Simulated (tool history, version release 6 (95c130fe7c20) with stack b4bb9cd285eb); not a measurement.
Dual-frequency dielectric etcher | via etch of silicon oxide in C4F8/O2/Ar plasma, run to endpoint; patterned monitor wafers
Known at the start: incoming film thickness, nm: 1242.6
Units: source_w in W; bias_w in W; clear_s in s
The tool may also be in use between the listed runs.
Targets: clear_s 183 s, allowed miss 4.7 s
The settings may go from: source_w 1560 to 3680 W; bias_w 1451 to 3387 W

run	hour	source_w	bias_w	clear_s
1	0	2620	2419	210.55
2	1.1	2620	2850	202.75
3	7.6	2620	2689	206.75
4	15.8	2720	2722	199.13
5	23.9	3080	2722	192.7
6	31.5	3120	2740	191.06
7	37.2	3160	2754	189.42
8	45.9	3190	2765	188.13

Which of these 5 next moves meets every target?
A	54.6	3190	2588	?
B	54.6	2910	2740	?
C	54.6	3100	2716	?
D	54.6	3150	3064	?
E	54.6	2890	2596	?

move	clear_s
A	189.43
B	192.81
C	188.69
D	180.56
E	196.6
A: further off than the last run
B: further off than the last run
C: further off than the last run
D: meets every target
E: further off than the last run
Answer: D
